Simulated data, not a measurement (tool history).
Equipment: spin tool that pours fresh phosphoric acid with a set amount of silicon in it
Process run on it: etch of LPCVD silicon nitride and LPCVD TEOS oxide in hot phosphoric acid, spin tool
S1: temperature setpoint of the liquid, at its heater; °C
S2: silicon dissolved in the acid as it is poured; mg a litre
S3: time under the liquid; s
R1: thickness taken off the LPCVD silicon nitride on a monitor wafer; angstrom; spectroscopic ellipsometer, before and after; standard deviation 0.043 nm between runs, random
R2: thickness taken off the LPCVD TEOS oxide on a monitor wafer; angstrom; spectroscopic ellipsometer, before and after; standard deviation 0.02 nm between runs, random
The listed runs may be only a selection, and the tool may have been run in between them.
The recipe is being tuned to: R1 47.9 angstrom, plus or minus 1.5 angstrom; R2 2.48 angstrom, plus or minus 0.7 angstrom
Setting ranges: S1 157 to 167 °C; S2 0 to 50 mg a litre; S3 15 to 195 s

{"run": 1, "hour": 0.0, "S1": 162, "S2": 22, "S3": 100, "R1": 104.7, "R2": 4.4}
{"run": 2, "hour": 5.9, "S1": 161, "S2": 22, "S3": 100, "R1": 101.71, "R2": 4.3365}
{"run": 3, "hour": 6.7, "S1": 163, "S2": 22, "S3": 100, "R1": 108.94, "R2": 4.4431}
{"run": 4, "hour": 10.1, "S1": 163, "S2": 22, "S3": 135, "R1": 150.71, "R2": 6.8978}
{"run": 5, "hour": 14.5, "S1": 163, "S2": 30.5, "S3": 135, "R1": 146.38, "R2": 4.5676}
{"run": 6, "hour": 22.4, "S1": 164, "S2": 30.5, "S3": 135, "R1": 151.58, "R2": 4.8902}
{"run": 7, "hour": 28.6, "S1": 162.5, "S2": 24.5, "S3": 95, "R1": 102.54, "R2": 3.8715}
{"run": 8, "hour": 36.3, "S1": 162.5, "S2": 24.5, "S3": 95, "R1": 101.35, "R2": 3.5673}
{"run": 9, "hour": 39.2, "S1": 161, "S2": 20, "S3": 70, "R1": 72.914, "R2": 2.8971}
{"run": 10, "hour": 44.2, "S1": 158.5, "S2": 8, "S3": 35, "R1": 32.994, "R2": 1.6964}
{"run": 11, "hour": 46.6, "S1": 160, "S2": 9.5, "S3": 35, "R1": 34.287, "R2": 1.794}
{"run": 12, "hour": 54.6, "S1": 162.5, "S2": 15.5, "S3": 65, "R1": 70.446, "R2": 3.5225}
{"run": 13, "hour": 58.9, "S1": 160, "S2": 7.5, "S3": 65, "R1": 64.856, "R2": 3.6225}
{"run": 14, "hour": 65.7, "S1": 159, "S2": 8, "S3": 60, "R1": 57.589, "R2": 2.7295}
{"run": 15, "hour": 72.5, "S1": 160, "S2": 10.5, "S3": 55, "R1": 54.898, "R2": 2.9728}
{"run": 16, "hour": 73.8, "S1": 159.5, "S2": 10, "S3": 55, "R1": 54.221, "R2": 2.7603}

Pick the move, out of 5, that brings all results within their allowed miss; only one does.
{"run": "A", "hour": 75.1, "S1": 160.5, "S2": 14.5, "S3": 65, "R1": "?", "R2": "?"}
{"run": "B", "hour": 75.1, "S1": 158.5, "S2": 21.5, "S3": 65, "R1": "?", "R2": "?"}
{"run": "C", "hour": 75.1, "S1": 158.5, "S2": 19.5, "S3": 55, "R1": "?", "R2": "?"}
{"run": "D", "hour": 75.1, "S1": 162, "S2": 13, "S3": 45, "R1": "?", "R2": "?"}
{"run": "E", "hour": 75.1, "S1": 160, "S2": 11.5, "S3": 55, "R1": "?", "R2": "?"}

move=A R1=65.966 R2=3.1448
move=B R1=61.671 R2=2.2422
move=C R1=52.183 R2=2.0105
move=D R1=48.015 R2=2.5216
move=E R1=54.889 R2=2.7543
A: misses by more than the last run did
B: misses by more than the last run did
C: nearer the targets than the last run, but a result is still out of spec
D: in spec on every target
E: misses by more than the last run did
D is the move that brings every result within its allowed miss.

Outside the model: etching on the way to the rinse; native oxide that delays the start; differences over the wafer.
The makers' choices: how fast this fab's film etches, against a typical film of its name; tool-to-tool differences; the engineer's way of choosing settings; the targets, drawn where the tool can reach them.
